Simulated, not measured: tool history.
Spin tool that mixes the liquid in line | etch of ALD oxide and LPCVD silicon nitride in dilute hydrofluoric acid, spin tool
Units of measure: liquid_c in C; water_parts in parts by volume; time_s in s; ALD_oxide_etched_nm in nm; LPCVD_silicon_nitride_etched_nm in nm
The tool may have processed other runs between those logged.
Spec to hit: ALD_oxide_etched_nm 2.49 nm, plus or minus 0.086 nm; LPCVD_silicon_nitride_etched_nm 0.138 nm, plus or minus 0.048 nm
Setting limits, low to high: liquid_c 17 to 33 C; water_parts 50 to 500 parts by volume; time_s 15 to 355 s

run	hour	liquid_c	water_parts	time_s	ALD_oxide_etched_nm	LPCVD_silicon_nitride_etched_nm
1	0	25	275	180	7.9645	0.39623
2	2.1	24	305	180	6.84	0.29116
3	10.1	24	220	180	10.298	0.39864
4	18.4	24	265	180	8.3028	0.37088
5	25.7	23.5	300	180	6.7625	0.32318
6	27.6	23.5	375	180	5.0547	0.27835
7	30.9	22.5	395	180	4.5227	0.22992
8	38.9	22	410	175	4.1866	0.22248
9	44.9	21.5	425	170	3.7815	0.20202
10	51.5	21	435	170	3.5858	0.18705
11	56.6	21	445	170	3.5495	0.16083
12	64.2	21	455	165	3.3413	0.14311
13	67.9	22	460	160	3.2941	0.1633

Below are 5 possible settings for the next run. Only one of them brings all results inside the allowed miss of their targets. Which is it?
A	71.6	22.5	445	125	?	?
B	71.6	18	200	80	?	?
C	71.6	26.5	355	80	?	?
D	71.6	26	500	120	?	?
E	71.6	21.5	355	100	?	?

move	ALD_oxide_etched_nm	LPCVD_silicon_nitride_etched_nm
A	2.6715	0.14516
B	4.0169	0.15168
C	2.6493	0.14716
D	2.4323	0.15196
E	2.7986	0.13631
A: moves toward the targets from the last run without getting all of them in spec
B: its largest miss is bigger than the last run's
C: moves toward the targets from the last run without getting all of them in spec
D: hits every target within its allowed miss
E: moves toward the targets from the last run without getting all of them in spec
The right move is D.
